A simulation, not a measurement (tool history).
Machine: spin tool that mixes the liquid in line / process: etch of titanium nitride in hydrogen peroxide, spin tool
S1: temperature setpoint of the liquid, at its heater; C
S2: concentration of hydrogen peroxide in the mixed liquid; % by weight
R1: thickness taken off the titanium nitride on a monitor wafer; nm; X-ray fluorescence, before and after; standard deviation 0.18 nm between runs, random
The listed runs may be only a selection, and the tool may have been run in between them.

{"run": 1, "hour": 0.0, "S1": 45.0, "S2": 21.0, "time under the liquid (s)": 310, "R1": 15.613}
{"run": 2, "hour": 7.5, "S1": 45.0, "S2": 16.5, "time under the liquid (s)": 310, "R1": 15.059}
{"run": 3, "hour": 16.0, "S1": 45.0, "S2": 19.5, "time under the liquid (s)": 310, "R1": 15.408}
{"run": 4, "hour": 23.5, "S1": 47.0, "S2": 19.5, "time under the liquid (s)": 310, "R1": 18.046}
{"run": 5, "hour": 25.3, "S1": 48.5, "S2": 19.5, "time under the liquid (s)": 310, "R1": 20.255}
{"run": 6, "hour": 32.7, "S1": 49.5, "S2": 19.5, "time under the liquid (s)": 310, "R1": 21.579}
{"run": 7, "hour": 36.4, "S1": 50.5, "S2": 19.5, "time under the liquid (s)": 310, "R1": 23.045}

Run 8 has not been measured yet. What should we expect?
{"run": 8, "hour": 38.7, "S1": 51.0, "S2": 19.5, "time under the liquid (s)": 310, "R1": "?"}

For run 8 the tool returned R1 23.951 nm.

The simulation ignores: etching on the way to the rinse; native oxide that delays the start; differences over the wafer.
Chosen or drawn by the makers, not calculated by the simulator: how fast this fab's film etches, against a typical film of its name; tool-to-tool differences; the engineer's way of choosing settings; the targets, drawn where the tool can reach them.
